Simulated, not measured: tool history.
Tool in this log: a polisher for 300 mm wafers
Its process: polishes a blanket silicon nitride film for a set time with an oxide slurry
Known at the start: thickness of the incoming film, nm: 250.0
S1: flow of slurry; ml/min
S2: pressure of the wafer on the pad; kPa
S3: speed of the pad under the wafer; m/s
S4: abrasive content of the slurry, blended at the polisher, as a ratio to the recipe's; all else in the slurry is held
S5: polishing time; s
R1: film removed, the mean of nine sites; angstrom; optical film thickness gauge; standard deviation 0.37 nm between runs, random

run 1 hour=0.0 | S1=200 S2=15.9 S3=0.96 S4=1.0 S5=86 | R1=382.73
run 2 hour=0.5 | S1=200 S2=14.5 S3=0.96 S4=1.0 S5=86 | R1=348.45
run 3 hour=9.2 | S1=200 S2=14.5 S3=0.96 S4=1.2 S5=86 | R1=395.73
run 4 hour=10.0 | S1=200 S2=13.1 S3=0.96 S4=1.2 S5=86 | R1=359.70
run 5 hour=12.1 | S1=200 S2=12.4 S3=0.96 S4=1.2 S5=86 | R1=347.90
run 6 hour=16.9 | S1=200 S2=11.7 S3=0.96 S4=1.2 S5=86 | R1=339.66
run 7 hour=24.3 | S1=200 S2=11.7 S3=0.96 S4=1.2 S5=86 | R1=339.25

Run 8, settings as shown, results not yet in. Your forecast:
run 8 hour=26.2 | S1=200 S2=11.0 S3=0.96 S4=1.2 S5=86 | R1=?

{"run 8": {"R1": 312.2}}
